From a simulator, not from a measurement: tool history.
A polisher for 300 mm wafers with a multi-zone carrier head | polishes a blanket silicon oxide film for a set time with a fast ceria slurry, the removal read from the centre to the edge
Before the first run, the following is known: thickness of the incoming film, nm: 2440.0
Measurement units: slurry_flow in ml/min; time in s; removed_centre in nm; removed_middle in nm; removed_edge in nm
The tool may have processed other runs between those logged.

| run | hour | slurry_flow | centre_zone | middle_zone | edge_zone | time | removed_centre | removed_middle | removed_edge |
|---|---|---|---|---|---|---|---|---|---|
| 1 | 0 | 130 | 1 | 1 | 1 | 49 | 344.91 | 350.63 | 345.26 |
| 2 | 3.3 | 140 | 1.03 | 1.02 | 1.02 | 52 | 380.83 | 376.01 | 371.84 |
| 3 | 5.6 | 140 | 1.03 | 1.02 | 1.02 | 57 | 424.29 | 408.17 | 411.64 |
| 4 | 13 | 140 | 1.03 | 1.02 | 1.02 | 66 | 489.47 | 473.95 | 477.32 |
| 5 | 19.2 | 150 | 1.05 | 1.04 | 1.03 | 67 | 526.28 | 512.24 | 483.78 |
| 6 | 26.1 | 150 | 1.05 | 1.08 | 1.03 | 67 | 508.29 | 516.97 | 483.18 |
| 7 | 34.4 | 155 | 1.06 | 1.08 | 1.04 | 68 | 535.51 | 522.36 | 500.61 |
| 8 | 38.7 | 160 | 1.07 | 1.09 | 1.04 | 69 | 561.47 | 543.15 | 515.51 |
|  | 44.4 | worn pad replaced by a new one |
| 9 | 44.4 | 165 | 1.08 | 1.1 | 1.04 | 69 | 597.47 | 592.74 | 548.49 |

Run 10 comes next. What will it give?
| 10 | 45 | 165 | 1.09 | 1.09 | 1.03 | 69 | ? | ? | ? |

{"run 10": {"removed_centre": 587.97, "removed_middle": 593.8, "removed_edge": 547.13}}
